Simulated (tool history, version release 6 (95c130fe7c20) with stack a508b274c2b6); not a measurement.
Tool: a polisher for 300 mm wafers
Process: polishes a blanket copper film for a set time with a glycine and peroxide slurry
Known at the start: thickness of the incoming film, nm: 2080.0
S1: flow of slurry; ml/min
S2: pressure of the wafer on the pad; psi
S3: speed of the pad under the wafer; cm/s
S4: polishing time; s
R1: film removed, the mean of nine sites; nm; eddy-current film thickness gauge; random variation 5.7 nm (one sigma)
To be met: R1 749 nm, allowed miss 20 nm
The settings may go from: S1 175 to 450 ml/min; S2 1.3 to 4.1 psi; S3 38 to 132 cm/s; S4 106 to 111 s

run,hour,S1,S2,S3,S4,R1
1,0,290,2.7,84,106,452.38
2,8.3,290,2.7,84,106,450.69
3,14.6,290,3,86,106,492.19
4,16,290,2.5,86,106,427.41
5,17.8,360,2.5,86,106,433.95
# hour 22.3: worn pad replaced by a new one
6,22.3,360,2.5,66,106,397.43
7,26.6,360,2.5,66,106,399.46
8,29.8,365,3.2,86,107,576.43
9,37.1,375,3.3,86,107,591.11

5 next moves are on the table. One of them brings every result within its allowed miss. Which?
A,44.4,360,2.6,80,106,?
B,44.4,450,3.7,96,111,?
C,44.4,330,2.5,94,106,?
D,44.4,350,2.7,68,106,?
E,44.4,310,2.6,66,106,?

move,R1
A,460.73
B,741.45
C,493.24
D,427.4
E,403.63
A: further off than the last run
B: meets every target
C: further off than the last run
D: further off than the last run
E: further off than the last run
Answer: B

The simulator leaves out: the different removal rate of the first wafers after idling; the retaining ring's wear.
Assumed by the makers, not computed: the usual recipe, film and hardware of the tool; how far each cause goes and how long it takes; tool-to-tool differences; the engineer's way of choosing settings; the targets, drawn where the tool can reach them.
